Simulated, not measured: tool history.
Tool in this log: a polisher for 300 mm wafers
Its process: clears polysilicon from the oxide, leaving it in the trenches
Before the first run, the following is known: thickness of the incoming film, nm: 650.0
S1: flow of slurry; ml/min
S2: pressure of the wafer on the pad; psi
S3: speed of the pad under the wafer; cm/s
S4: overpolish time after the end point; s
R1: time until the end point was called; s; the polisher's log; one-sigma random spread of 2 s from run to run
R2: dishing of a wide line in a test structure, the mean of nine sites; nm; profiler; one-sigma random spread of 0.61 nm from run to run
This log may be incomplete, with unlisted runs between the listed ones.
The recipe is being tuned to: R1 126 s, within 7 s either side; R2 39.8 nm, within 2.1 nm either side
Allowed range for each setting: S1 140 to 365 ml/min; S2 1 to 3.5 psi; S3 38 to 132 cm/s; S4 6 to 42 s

| run | day | S1 | S2 | S3 | S4 | R1 | R2 |
|---|---|---|---|---|---|---|---|
| 1 | 0 | 235 | 2.2 | 84 | 21 | 63.514 | 41.392 |
| 2 | 0.183 | 235 | 1.9 | 80 | 20 | 72.962 | 40.025 |
| 3 | 0.538 | 235 | 1.9 | 70 | 20 | 84.29 | 39.5 |
| 4 | 0.712 | 230 | 1.7 | 68 | 25 | 97.329 | 40.059 |
| 5 | 0.783 | 230 | 1.6 | 68 | 26 | 101.29 | 39.349 |
| 6 | 0.908 | 230 | 1.1 | 68 | 26 | 131.63 | 38.046 |
| 7 | 1.133 | 230 | 1.1 | 68 | 29 | 131.61 | 38.375 |
| 8 | 1.267 | 230 | 1.1 | 68 | 31 | 135.43 | 38.46 |

Which single option among these 5 for the next run brings every result within its allowed miss of target? Just one does.
| A | 1.4 | 210 | 1.2 | 68 | 31 | ? | ? |
| B | 1.4 | 160 | 1.3 | 58 | 26 | ? | ? |
| C | 1.4 | 210 | 1.1 | 60 | 29 | ? | ? |
| D | 1.4 | 255 | 1 | 70 | 26 | ? | ? |
| E | 1.4 | 225 | 1 | 64 | 27 | ? | ? |

| move | R1 | R2 |
|---|---|---|
| A | 126.97 | 40.121 |
| B | 145.47 | 38.302 |
| C | 152.99 | 38.736 |
| D | 138.16 | 38.685 |
| E | 152.92 | 38.207 |
A: hits every target within its allowed miss
B: moves away from the targets compared with the last run
C: moves away from the targets compared with the last run
D: moves away from the targets compared with the last run
E: moves away from the targets compared with the last run
The right move is A.
